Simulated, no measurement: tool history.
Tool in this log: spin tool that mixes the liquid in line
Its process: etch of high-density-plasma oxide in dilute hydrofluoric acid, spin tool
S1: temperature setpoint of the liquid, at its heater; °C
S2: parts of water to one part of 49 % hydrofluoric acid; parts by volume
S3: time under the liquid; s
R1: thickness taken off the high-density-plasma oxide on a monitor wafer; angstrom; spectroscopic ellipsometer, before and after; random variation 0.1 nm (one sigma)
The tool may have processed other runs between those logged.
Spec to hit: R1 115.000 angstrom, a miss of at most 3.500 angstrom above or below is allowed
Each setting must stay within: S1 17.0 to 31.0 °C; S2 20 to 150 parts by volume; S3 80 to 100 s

| run | hour | S1 | S2 | S3 | R1 |
|---|---|---|---|---|---|
| 1 | 0.0 | 23.0 | 85 | 100 | 59.876 |
| 2 | 4.9 | 25.0 | 85 | 100 | 64.260 |
| 3 | 7.3 | 26.5 | 75 | 100 | 79.185 |
| 4 | 15.1 | 27.5 | 70 | 100 | 88.446 |
| 5 | 21.1 | 25.5 | 70 | 100 | 81.298 |
| 6 | 23.7 | 24.0 | 70 | 100 | 77.981 |
| 7 | 29.6 | 25.5 | 65 | 100 | 89.356 |
| 8 | 37.3 | 27.0 | 65 | 100 | 95.397 |

Exactly one of the 4 candidate moves below puts every result within its allowed miss. Which one?
| A | 45.0 | 29.0 | 55 | 95 | ? |
| B | 45.0 | 27.5 | 50 | 100 | ? |
| C | 45.0 | 30.0 | 45 | 80 | ? |
| D | 45.0 | 25.0 | 45 | 95 | ? |

| move | R1 |
|---|---|
| A | 116.110 |
| B | 127.600 |
| C | 126.210 |
| D | 122.580 |
A: hits every target within its allowed miss
B: the result that was furthest off in the last run now lies on the other side of its target
C: the result that was furthest off in the last run now lies on the other side of its target
D: the result that was furthest off in the last run now lies on the other side of its target
Correct choice: A, which meets every target
